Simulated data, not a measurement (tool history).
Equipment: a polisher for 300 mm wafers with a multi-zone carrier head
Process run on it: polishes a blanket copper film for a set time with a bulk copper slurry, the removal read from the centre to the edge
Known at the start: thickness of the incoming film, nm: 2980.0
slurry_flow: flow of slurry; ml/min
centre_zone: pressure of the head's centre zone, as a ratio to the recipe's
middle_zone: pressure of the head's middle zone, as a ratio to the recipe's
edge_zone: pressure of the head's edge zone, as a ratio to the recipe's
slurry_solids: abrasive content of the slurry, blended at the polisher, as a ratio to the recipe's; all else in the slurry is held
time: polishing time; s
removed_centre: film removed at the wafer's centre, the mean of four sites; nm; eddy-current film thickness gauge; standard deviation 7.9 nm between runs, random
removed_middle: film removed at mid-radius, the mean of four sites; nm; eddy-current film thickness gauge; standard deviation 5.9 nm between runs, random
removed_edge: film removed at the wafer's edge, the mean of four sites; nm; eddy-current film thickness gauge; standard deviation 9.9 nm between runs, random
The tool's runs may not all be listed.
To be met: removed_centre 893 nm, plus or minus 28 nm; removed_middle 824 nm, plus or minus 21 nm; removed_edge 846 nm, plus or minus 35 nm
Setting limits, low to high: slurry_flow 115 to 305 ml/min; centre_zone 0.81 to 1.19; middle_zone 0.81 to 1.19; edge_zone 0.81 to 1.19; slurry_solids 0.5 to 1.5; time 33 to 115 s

{"run": 1, "day": 0.0, "slurry_flow": 195, "centre_zone": 1, "middle_zone": 1, "edge_zone": 1, "slurry_solids": 1, "time": 73, "removed_centre": 703.26, "removed_middle": 688.36, "removed_edge": 706.55}
{"run": 2, "day": 0.233, "slurry_flow": 205, "centre_zone": 1.02, "middle_zone": 1.01, "edge_zone": 1.02, "slurry_solids": 1.05, "time": 73, "removed_centre": 750.25, "removed_middle": 714.79, "removed_edge": 708.18}
{"run": 3, "day": 0.346, "slurry_flow": 205, "centre_zone": 0.96, "middle_zone": 1.01, "edge_zone": 1.02, "slurry_solids": 1.05, "time": 73, "removed_centre": 688.48, "removed_middle": 718.94, "removed_edge": 716.5}
{"run": 4, "day": 0.425, "slurry_flow": 205, "centre_zone": 0.96, "middle_zone": 1.01, "edge_zone": 1.11, "slurry_solids": 1.05, "time": 73, "removed_centre": 677.93, "removed_middle": 715.11, "removed_edge": 753.79}
{"run": 5, "day": 0.538, "slurry_flow": 205, "centre_zone": 0.96, "middle_zone": 1.01, "edge_zone": 1.11, "slurry_solids": 1.05, "time": 82, "removed_centre": 776.86, "removed_middle": 794.46, "removed_edge": 840.76}
{"run": 6, "day": 0.721, "slurry_flow": 205, "centre_zone": 0.96, "middle_zone": 1.01, "edge_zone": 1.07, "slurry_solids": 1.05, "time": 82, "removed_centre": 782.05, "removed_middle": 795.98, "removed_edge": 833.49}
{"run": 7, "day": 0.925, "slurry_flow": 215, "centre_zone": 0.97, "middle_zone": 1.01, "edge_zone": 1.07, "slurry_solids": 1.05, "time": 82, "removed_centre": 794.05, "removed_middle": 812.95, "removed_edge": 836.38}
{"run": 8, "day": 1.0, "slurry_flow": 220, "centre_zone": 0.98, "middle_zone": 1.01, "edge_zone": 1.07, "slurry_solids": 1.05, "time": 82, "removed_centre": 802.55, "removed_middle": 810.97, "removed_edge": 827.14}
{"day": 1.075, "done": "slurry nozzle cleaned"}
{"run": 9, "day": 1.075, "slurry_flow": 220, "centre_zone": 0.99, "middle_zone": 1.01, "edge_zone": 1.07, "slurry_solids": 1.05, "time": 82, "removed_centre": 859.25, "removed_middle": 850.36, "removed_edge": 853.87}

Which of these 4 next moves meets every target?
{"run": "A", "day": 1.15, "slurry_flow": 285, "centre_zone": 1.08, "middle_zone": 1.19, "edge_zone": 1.06, "slurry_solids": 1.2, "time": 73, "removed_centre": "?", "removed_middle": "?", "removed_edge": "?"}
{"run": "B", "day": 1.15, "slurry_flow": 215, "centre_zone": 0.99, "middle_zone": 1.03, "edge_zone": 1.06, "slurry_solids": 1, "time": 84, "removed_centre": "?", "removed_middle": "?", "removed_edge": "?"}
{"run": "C", "day": 1.15, "slurry_flow": 285, "centre_zone": 1.05, "middle_zone": 1, "edge_zone": 1.12, "slurry_solids": 0.95, "time": 79, "removed_centre": "?", "removed_middle": "?", "removed_edge": "?"}
{"run": "D", "day": 1.15, "slurry_flow": 160, "centre_zone": 0.91, "middle_zone": 0.95, "edge_zone": 1.09, "slurry_solids": 0.95, "time": 90, "removed_centre": "?", "removed_middle": "?", "removed_edge": "?"}

move=A removed_centre=886.44 removed_middle=894.35 removed_edge=805.66
move=B removed_centre=875 removed_middle=872.44 removed_edge=880.39
move=C removed_centre=897.15 removed_middle=822.49 removed_edge=865.23
move=D removed_centre=814.47 removed_middle=840.44 removed_edge=920.7
A: its largest miss is bigger than the last run's
B: its largest miss is bigger than the last run's
C: all results land within tolerance of their targets
D: meets the target for the result that was furthest off, but another lies outside its allowed miss
Answer: C
